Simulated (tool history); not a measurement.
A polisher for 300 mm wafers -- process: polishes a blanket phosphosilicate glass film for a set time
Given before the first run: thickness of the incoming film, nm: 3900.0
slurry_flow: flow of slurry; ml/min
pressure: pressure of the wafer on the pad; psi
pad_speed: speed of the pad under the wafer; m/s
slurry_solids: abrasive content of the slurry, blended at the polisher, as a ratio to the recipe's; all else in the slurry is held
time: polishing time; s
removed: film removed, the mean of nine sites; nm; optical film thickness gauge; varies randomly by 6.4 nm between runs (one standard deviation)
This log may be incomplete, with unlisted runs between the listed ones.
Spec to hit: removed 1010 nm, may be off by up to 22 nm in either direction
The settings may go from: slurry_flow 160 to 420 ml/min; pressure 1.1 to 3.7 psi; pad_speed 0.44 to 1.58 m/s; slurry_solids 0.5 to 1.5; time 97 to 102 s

{"run": 1, "hour": 0.0, "slurry_flow": 270, "pressure": 2.4, "pad_speed": 1, "slurry_solids": 1, "time": 97, "removed": 526.27}
{"run": 2, "hour": 9.0, "slurry_flow": 270, "pressure": 2.4, "pad_speed": 1, "slurry_solids": 1, "time": 97, "removed": 531.08}
{"run": 3, "hour": 13.7, "slurry_flow": 270, "pressure": 2.4, "pad_speed": 1, "slurry_solids": 1, "time": 102, "removed": 558.31}
{"run": 4, "hour": 20.7, "slurry_flow": 280, "pressure": 2.8, "pad_speed": 1.02, "slurry_solids": 1, "time": 102, "removed": 656.03}
{"run": 5, "hour": 21.9, "slurry_flow": 280, "pressure": 2.8, "pad_speed": 1.2, "slurry_solids": 1, "time": 102, "removed": 725.53}
{"run": 6, "hour": 22.9, "slurry_flow": 280, "pressure": 2.8, "pad_speed": 1.2, "slurry_solids": 0.85, "time": 102, "removed": 653.64}
{"run": 7, "hour": 25.4, "slurry_flow": 280, "pressure": 2.8, "pad_speed": 1.2, "slurry_solids": 0.85, "time": 102, "removed": 653.55}
{"run": 8, "hour": 32.2, "slurry_flow": 280, "pressure": 3.1, "pad_speed": 1.26, "slurry_solids": 0.85, "time": 102, "removed": 723.54}
{"run": 9, "hour": 37.4, "slurry_flow": 305, "pressure": 3.3, "pad_speed": 1.34, "slurry_solids": 0.85, "time": 102, "removed": 820.1}
{"run": 10, "hour": 46.5, "slurry_flow": 305, "pressure": 3.4, "pad_speed": 1.4, "slurry_solids": 0.85, "time": 102, "removed": 854.29}

Next run, 4 choices. One meets every target within its allowed miss, the rest don't. Which?
{"run": "A", "hour": 55.6, "slurry_flow": 295, "pressure": 3, "pad_speed": 1.32, "slurry_solids": 0.8, "time": 97, "removed": "?"}
{"run": "B", "hour": 55.6, "slurry_flow": 320, "pressure": 3.6, "pad_speed": 1.44, "slurry_solids": 1.05, "time": 100, "removed": "?"}
{"run": "C", "hour": 55.6, "slurry_flow": 370, "pressure": 3.6, "pad_speed": 1.48, "slurry_solids": 1, "time": 101, "removed": "?"}
{"run": "D", "hour": 55.6, "slurry_flow": 330, "pressure": 3.7, "pad_speed": 1.36, "slurry_solids": 0.95, "time": 102, "removed": "?"}

move=A removed=678.66
move=B removed=1067.2
move=C removed=1076.4
move=D removed=1017.6
A: the biggest miss grows against the last run
B: takes the biggest miss from the last run beyond its target
C: takes the biggest miss from the last run beyond its target
D: all results in spec
The right move is D.

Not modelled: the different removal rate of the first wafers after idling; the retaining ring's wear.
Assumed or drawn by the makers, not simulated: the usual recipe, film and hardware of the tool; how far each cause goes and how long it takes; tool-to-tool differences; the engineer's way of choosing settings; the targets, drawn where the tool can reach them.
